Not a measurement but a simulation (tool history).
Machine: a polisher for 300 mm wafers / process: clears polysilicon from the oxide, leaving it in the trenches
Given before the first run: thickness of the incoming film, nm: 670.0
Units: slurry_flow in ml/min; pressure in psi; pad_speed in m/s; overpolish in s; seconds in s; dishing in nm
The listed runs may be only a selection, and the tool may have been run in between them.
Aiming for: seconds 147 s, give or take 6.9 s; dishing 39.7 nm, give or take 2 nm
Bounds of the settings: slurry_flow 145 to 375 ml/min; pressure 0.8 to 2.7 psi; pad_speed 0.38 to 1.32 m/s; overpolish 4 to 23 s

| run | hour | slurry_flow | pressure | pad_speed | overpolish | seconds | dishing |
|---|---|---|---|---|---|---|---|
| 1 | 0 | 240 | 1.7 | 0.84 | 12 | 73.529 | 43.919 |
| 2 | 8.8 | 240 | 1.4 | 0.8 | 14 | 91.667 | 43.866 |
| 3 | 16.7 | 290 | 1.4 | 0.8 | 14 | 89.713 | 42.767 |
| 4 | 22.2 | 285 | 1.2 | 0.76 | 15 | 103.98 | 42.301 |
| 5 | 26.4 | 285 | 1.4 | 0.76 | 15 | 93.657 | 43.634 |
| 6 | 33.9 | 285 | 1.4 | 0.76 | 19 | 93.176 | 47.09 |
| 7 | 42.5 | 285 | 1.2 | 0.72 | 18 | 109.31 | 44.244 |
| 8 | 46.2 | 280 | 0.8 | 0.64 | 17 | 158.78 | 36.437 |
| 9 | 52.6 | 280 | 0.8 | 0.64 | 18 | 161.01 | 37.538 |
| 10 | 55.8 | 285 | 0.8 | 0.64 | 18 | 158.26 | 38.368 |

Which one of the following 4 next-run settings gets every result inside its allowed miss? There is exactly one.
| A | 59 | 260 | 0.8 | 0.56 | 20 | ? | ? |
| B | 59 | 250 | 0.8 | 0.6 | 17 | ? | ? |
| C | 59 | 240 | 1 | 0.62 | 18 | ? | ? |
| D | 59 | 285 | 0.8 | 0.6 | 21 | ? | ? |

| move | seconds | dishing |
|---|---|---|
| A | 180.07 | 37.657 |
| B | 169.82 | 35.715 |
| C | 143.84 | 39.812 |
| D | 167.43 | 39.852 |
A: misses by more than the last run did
B: misses by more than the last run did
C: hits every target within its allowed miss
D: misses by more than the last run did
C is the move that brings every result within its allowed miss.
